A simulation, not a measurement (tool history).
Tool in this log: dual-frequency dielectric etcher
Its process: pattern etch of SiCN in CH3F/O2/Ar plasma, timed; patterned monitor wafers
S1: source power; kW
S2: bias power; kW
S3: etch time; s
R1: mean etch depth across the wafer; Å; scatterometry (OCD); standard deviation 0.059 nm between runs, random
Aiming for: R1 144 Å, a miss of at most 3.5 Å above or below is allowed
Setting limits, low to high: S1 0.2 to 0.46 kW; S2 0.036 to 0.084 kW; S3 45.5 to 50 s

| run | hour | S1 | S2 | S3 | R1 |
|---|---|---|---|---|---|
| 1 | 0 | 0.33 | 0.06 | 50 | 173.71 |
| 2 | 4.1 | 0.31 | 0.058 | 49.5 | 161.72 |
| 3 | 13 | 0.3 | 0.058 | 49.5 | 158.07 |
| 4 | 20 | 0.29 | 0.058 | 49.5 | 154.5 |
| 5 | 24.4 | 0.34 | 0.058 | 49.5 | 169.39 |
| 6 | 28 | 0.34 | 0.058 | 50 | 171.41 |
| 7 | 36.6 | 0.32 | 0.058 | 50 | 165.7 |
|  | 44.3 | bias power generator calibrated |
| 8 | 44.3 | 0.31 | 0.058 | 50 | 159.18 |
| 9 | 48.9 | 0.3 | 0.058 | 50 | 157.74 |
| 10 | 55.6 | 0.29 | 0.058 | 50 | 153.9 |
| 11 | 62.2 | 0.28 | 0.058 | 50 | 151.63 |

Which one of the following 5 next-run settings gets every result inside its allowed miss? There is exactly one.
| A | 68.8 | 0.3 | 0.06 | 50 | ? |
| B | 68.8 | 0.27 | 0.067 | 50 | ? |
| C | 68.8 | 0.27 | 0.055 | 50 | ? |
| D | 68.8 | 0.31 | 0.055 | 50 | ? |
| E | 68.8 | 0.29 | 0.066 | 48.5 | ? |

| move | R1 |
|---|---|
| A | 161.24 |
| B | 160.75 |
| C | 143.81 |
| D | 156.54 |
| E | 161.56 |
A: misses by more than the last run did
B: misses by more than the last run did
C: in spec on every target
D: misses by more than the last run did
E: misses by more than the last run did
The right move is C.
